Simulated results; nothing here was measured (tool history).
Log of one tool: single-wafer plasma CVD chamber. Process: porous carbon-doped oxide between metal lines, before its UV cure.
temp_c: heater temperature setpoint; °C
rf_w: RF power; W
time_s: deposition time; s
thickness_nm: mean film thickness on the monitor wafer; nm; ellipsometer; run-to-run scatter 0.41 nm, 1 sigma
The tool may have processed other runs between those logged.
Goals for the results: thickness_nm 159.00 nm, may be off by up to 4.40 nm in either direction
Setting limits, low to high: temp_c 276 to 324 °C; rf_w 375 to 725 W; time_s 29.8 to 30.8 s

run	hour	temp_c	rf_w	time_s	thickness_nm
1	0.0	300	550	29.8	177.33
2	3.0	304	550	29.8	172.42
3	6.1	300	550	29.8	176.80
4	14.1	301	545	29.8	174.94
5	15.3	293	545	29.8	185.23
6	20.0	303	545	29.8	173.11
7	21.3	304	540	29.8	170.94
8	26.7	305	540	29.8	169.99
9	34.2	306	540	29.8	168.59
10	36.2	307	540	29.8	167.50
11	38.0	308	540	29.8	167.35
12	45.0	309	540	29.8	166.09
13	52.3	310	540	29.8	163.97

Next run, 5 choices. One meets every target within its allowed miss, the rest don't. Which?
A	59.6	299	485	30.8	?
B	59.6	308	555	30.8	?
C	59.6	310	560	30.8	?
D	59.6	311	510	30.2	?
E	59.6	318	600	29.8	?

move	thickness_nm
A	168.25
B	175.68
C	174.68
D	159.02
E	169.57
A: its largest miss is bigger than the last run's
B: its largest miss is bigger than the last run's
C: its largest miss is bigger than the last run's
D: all results in spec
E: its largest miss is bigger than the last run's
The move that meets every target is D.
